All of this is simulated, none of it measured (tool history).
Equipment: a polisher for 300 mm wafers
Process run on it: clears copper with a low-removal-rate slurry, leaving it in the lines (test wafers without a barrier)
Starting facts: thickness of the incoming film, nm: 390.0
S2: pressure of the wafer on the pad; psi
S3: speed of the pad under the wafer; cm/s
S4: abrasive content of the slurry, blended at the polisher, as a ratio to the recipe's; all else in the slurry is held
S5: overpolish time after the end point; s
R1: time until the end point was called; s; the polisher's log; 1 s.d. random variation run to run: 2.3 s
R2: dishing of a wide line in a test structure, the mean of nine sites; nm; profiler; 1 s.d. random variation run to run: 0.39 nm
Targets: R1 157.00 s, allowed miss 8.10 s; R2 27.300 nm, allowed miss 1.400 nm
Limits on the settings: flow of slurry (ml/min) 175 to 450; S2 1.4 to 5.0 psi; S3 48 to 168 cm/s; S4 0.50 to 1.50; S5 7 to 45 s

Run 1, day 0.000: flow of slurry (ml/min) 290, S2 3.2 psi, S3 108 cm/s, S4 1.00, S5 23 s. Result: R1 133.64 s, R2 50.739 nm.
Run 2, day 0.188: flow of slurry (ml/min) 290, S2 3.1 psi, S3 108 cm/s, S4 1.00, S5 21 s. Result: R1 139.74 s, R2 44.833 nm.
Run 3, day 0.367: flow of slurry (ml/min) 290, S2 3.4 psi, S3 108 cm/s, S4 1.00, S5 21 s. Result: R1 127.91 s, R2 50.582 nm.
Run 4, day 0.404: flow of slurry (ml/min) 290, S2 3.3 psi, S3 108 cm/s, S4 1.00, S5 20 s. Result: R1 131.82 s, R2 45.208 nm.
Run 5, day 0.742: flow of slurry (ml/min) 290, S2 3.2 psi, S3 108 cm/s, S4 1.00, S5 19 s. Result: R1 137.98 s, R2 43.983 nm.
Run 6, day 1.012: flow of slurry (ml/min) 290, S2 3.2 psi, S3 96 cm/s, S4 1.00, S5 19 s. Result: R1 147.13 s, R2 39.552 nm.
Run 7, day 1.367: flow of slurry (ml/min) 290, S2 3.2 psi, S3 96 cm/s, S4 1.00, S5 18 s. Result: R1 149.44 s, R2 38.439 nm.
Run 8, day 1.438: flow of slurry (ml/min) 290, S2 3.2 psi, S3 96 cm/s, S4 1.00, S5 17 s. Result: R1 147.92 s, R2 36.152 nm.
Run 9, day 1.529: flow of slurry (ml/min) 290, S2 2.9 psi, S3 96 cm/s, S4 1.00, S5 10 s. Result: R1 163.56 s, R2 20.629 nm.
Run 10, day 1.879: flow of slurry (ml/min) 290, S2 2.9 psi, S3 96 cm/s, S4 1.00, S5 10 s. Result: R1 163.32 s, R2 20.429 nm.
Run 11, day 2.108: flow of slurry (ml/min) 290, S2 3.1 psi, S3 92 cm/s, S4 1.00, S5 12 s. Result: R1 159.83 s, R2 25.485 nm.
Run 12, day 2.258: flow of slurry (ml/min) 290, S2 3.2 psi, S3 92 cm/s, S4 1.00, S5 12 s. Result: R1 148.69 s, R2 26.374 nm.

Consider the 4 candidate settings below. Which is the only one whose results all fall within their allowed miss of target?
Run A, day 2.408: flow of slurry (ml/min) 400, S2 3.2 psi, S3 88 cm/s, S4 0.90, S5 11 s. Result: R1 ?, R2 ?.
Run B, day 2.408: flow of slurry (ml/min) 175, S2 3.3 psi, S3 114 cm/s, S4 1.15, S5 13 s. Result: R1 ?, R2 ?.
Run C, day 2.408: flow of slurry (ml/min) 235, S2 3.1 psi, S3 96 cm/s, S4 1.00, S5 13 s. Result: R1 ?, R2 ?.
Run D, day 2.408: flow of slurry (ml/min) 275, S2 3.2 psi, S3 104 cm/s, S4 1.00, S5 12 s. Result: R1 ?, R2 ?.

move      R1      R2
   A  158.77  22.789
   B  132.76  31.387
   C  158.50  26.632
   D  142.49  27.315
A: gets the furthest-off result to its target, but another result is out of tolerance
B: the biggest miss grows against the last run
C: every result lands within tolerance
D: the biggest miss grows against the last run
Go with C: it meets all targets.
